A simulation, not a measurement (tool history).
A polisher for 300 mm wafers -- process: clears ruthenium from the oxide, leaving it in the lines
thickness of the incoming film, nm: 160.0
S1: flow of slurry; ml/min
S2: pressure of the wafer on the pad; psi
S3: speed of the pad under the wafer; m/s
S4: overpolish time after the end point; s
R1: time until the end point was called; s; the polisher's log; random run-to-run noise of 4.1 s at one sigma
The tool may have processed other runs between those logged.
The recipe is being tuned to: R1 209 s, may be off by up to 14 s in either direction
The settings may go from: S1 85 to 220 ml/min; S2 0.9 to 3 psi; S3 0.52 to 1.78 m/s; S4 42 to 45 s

run    day   S1   S2    S3  S4      R1
  1      0  140  1.9  1.14  42  141.81
  2  0.129  140  1.9  1.14  42  140.27
  3  0.433  140  1.8  1.12  42  153.05
  4  0.567  140  1.7  1.12  42  161.75
  5  0.917  140  1.7  1.12  45  155.37
  6  1.046  140  1.7  1.12  42  156.31
  7  1.296  140  1.6   1.1  42  172.09
  8  1.442  140  1.5   1.1  42  174.99
  9  1.488  140  1.4   1.1  42  185.76
     1.829  -- slurry nozzle cleaned
 10  1.829  140  1.3  1.08  42  186.13
 11  2.171  140    1  1.04  42     235

Below are 4 possible settings for the next run. Only one of them brings all results inside the allowed miss of their targets. Which is it?
  A  2.512  140  0.9  0.92  42   ?
  B  2.512  140  1.4  0.82  45   ?
  C  2.512  165  1.1  1.04  42   ?
  D  2.512  125  0.9  0.92  45   ?

move      R1
   A  282.93
   B  234.31
   C  213.96
   D  289.94
A: moves away from the targets compared with the last run
B: no nearer and no further than the last run
C: every result within its allowed miss
D: moves away from the targets compared with the last run
Go with C: it meets all targets.
